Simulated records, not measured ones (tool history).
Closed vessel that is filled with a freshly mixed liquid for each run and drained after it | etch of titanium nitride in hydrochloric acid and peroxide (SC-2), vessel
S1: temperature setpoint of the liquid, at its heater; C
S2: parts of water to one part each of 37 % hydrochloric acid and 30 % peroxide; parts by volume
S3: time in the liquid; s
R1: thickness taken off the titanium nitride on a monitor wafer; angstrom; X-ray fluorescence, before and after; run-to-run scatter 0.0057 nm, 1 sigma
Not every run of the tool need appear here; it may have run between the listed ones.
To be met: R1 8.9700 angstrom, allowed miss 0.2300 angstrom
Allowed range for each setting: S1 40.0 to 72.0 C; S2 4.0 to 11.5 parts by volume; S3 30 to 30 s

run 1 hour=0.0 | S1=56.0 S2=6.5 S3=30 | R1=13.1470
run 2 hour=8.8 | S1=56.0 S2=4.5 S3=30 | R1=17.0720
run 3 hour=14.6 | S1=53.5 S2=4.5 S3=30 | R1=14.5260
run 4 hour=17.7 | S1=53.5 S2=4.5 S3=30 | R1=14.5190
run 5 hour=26.8 | S1=51.5 S2=4.5 S3=30 | R1=12.8110
run 6 hour=27.9 | S1=51.5 S2=5.5 S3=30 | R1=11.0010
run 7 hour=30.2 | S1=51.0 S2=5.5 S3=30 | R1=10.6280
run 8 hour=36.6 | S1=51.0 S2=5.5 S3=30 | R1=10.6510
run 9 hour=39.1 | S1=50.5 S2=5.5 S3=30 | R1=10.4140
run 10 hour=42.3 | S1=50.0 S2=5.5 S3=30 | R1=10.0100
-- hour=49.0 thermometer replaced
run 11 hour=49.0 | S1=49.5 S2=5.5 S3=30 | R1=10.7550
run 12 hour=56.6 | S1=48.5 S2=5.5 S3=30 | R1=9.9991
run 13 hour=61.6 | S1=46.5 S2=5.5 S3=30 | R1=8.7396

Pick the move, out of 5, that brings all results within their allowed miss; only one does.
run A hour=66.6 | S1=45.5 S2=5.5 S3=30 | R1=?
run B hour=66.6 | S1=43.0 S2=4.0 S3=30 | R1=?
run C hour=66.6 | S1=45.0 S2=5.0 S3=30 | R1=?
run D hour=66.6 | S1=46.0 S2=5.0 S3=30 | R1=?
run E hour=66.6 | S1=46.0 S2=5.5 S3=30 | R1=?

move=A R1=8.1890
move=B R1=8.6120
move=C R1=8.4778
move=D R1=9.0795
move=E R1=8.4742
A: its largest miss is bigger than the last run's
B: its largest miss is bigger than the last run's
C: its largest miss is bigger than the last run's
D: in spec on every target
E: its largest miss is bigger than the last run's
D is the move that brings every result within its allowed miss.

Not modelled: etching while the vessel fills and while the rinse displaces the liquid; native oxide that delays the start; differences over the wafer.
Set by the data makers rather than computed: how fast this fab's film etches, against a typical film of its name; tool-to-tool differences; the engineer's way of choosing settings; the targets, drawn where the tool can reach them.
